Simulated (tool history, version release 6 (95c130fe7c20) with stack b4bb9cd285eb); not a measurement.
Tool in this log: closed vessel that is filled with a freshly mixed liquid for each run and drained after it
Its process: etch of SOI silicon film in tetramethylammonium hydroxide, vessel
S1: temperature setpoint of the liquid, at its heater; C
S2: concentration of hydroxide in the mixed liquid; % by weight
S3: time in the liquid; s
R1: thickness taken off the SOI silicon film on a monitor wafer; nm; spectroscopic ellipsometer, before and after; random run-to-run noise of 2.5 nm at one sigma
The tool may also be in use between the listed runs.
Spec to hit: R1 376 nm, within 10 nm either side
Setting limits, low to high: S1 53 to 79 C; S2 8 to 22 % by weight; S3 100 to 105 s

run,hour,S1,S2,S3,R1
1,0,66,15,100,491.09
2,4,65.5,15,100,480.23
3,11.4,65.5,15,105,509.38
4,15.1,65.5,15,105,507.65
5,17.2,65.5,13,105,538.95
6,25.8,63,13,105,459.49
7,28,62.5,13,105,443.46
8,31.1,62,13,105,433.15
9,35.9,61.5,13,105,423.73
10,39.1,61,13,105,404.65
11,44.4,60.5,13,105,397.4

Consider the 4 candidate settings below. Which is the only one whose results all fall within their allowed miss of target?
A,49.7,60,14,105,?
B,49.7,58,10,100,?
C,49.7,62,14,100,?
D,49.7,63.5,14.5,100,?

move,R1
A,368.25
B,350.61
C,396.94
D,428.57
A: all results in spec
B: takes the biggest miss from the last run beyond its target
C: just as far off the targets as the last run
D: the biggest miss grows against the last run
Go with A: it meets all targets.

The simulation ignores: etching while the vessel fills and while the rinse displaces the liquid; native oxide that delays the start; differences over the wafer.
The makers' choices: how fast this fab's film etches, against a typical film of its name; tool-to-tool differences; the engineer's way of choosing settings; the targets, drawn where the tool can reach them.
